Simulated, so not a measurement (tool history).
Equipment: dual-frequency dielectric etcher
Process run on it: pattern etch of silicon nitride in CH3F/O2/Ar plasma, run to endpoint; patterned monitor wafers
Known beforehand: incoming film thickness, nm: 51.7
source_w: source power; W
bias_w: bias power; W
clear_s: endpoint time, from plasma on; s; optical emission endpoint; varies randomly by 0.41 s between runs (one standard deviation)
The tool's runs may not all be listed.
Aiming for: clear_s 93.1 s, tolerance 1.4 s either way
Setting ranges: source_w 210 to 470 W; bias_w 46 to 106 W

run	hour	source_w	bias_w	clear_s
1	0	340	76	83.512
2	1.6	310	76	87.109
3	7.7	300	76	89.49
4	14.8	340	76	83.207
5	17.6	330	76	85.235
6	21.6	380	76	78.919
7	22.3	380	76	78.741
8	23.1	360	76	81.724
9	23.9	300	74	89.881
10	29.9	290	74	91.28

Exactly one of the 4 candidate moves below puts every result within its allowed miss. Which one?
A	35.9	300	74	?
B	35.9	300	76	?
C	35.9	310	70	?
D	35.9	260	82	?

move	clear_s
A	90.084
B	89.283
C	90.214
D	93.872
A: lands further from the targets than the last run did
B: lands further from the targets than the last run did
C: lands further from the targets than the last run did
D: every result lands within tolerance
Go with D: it meets all targets.
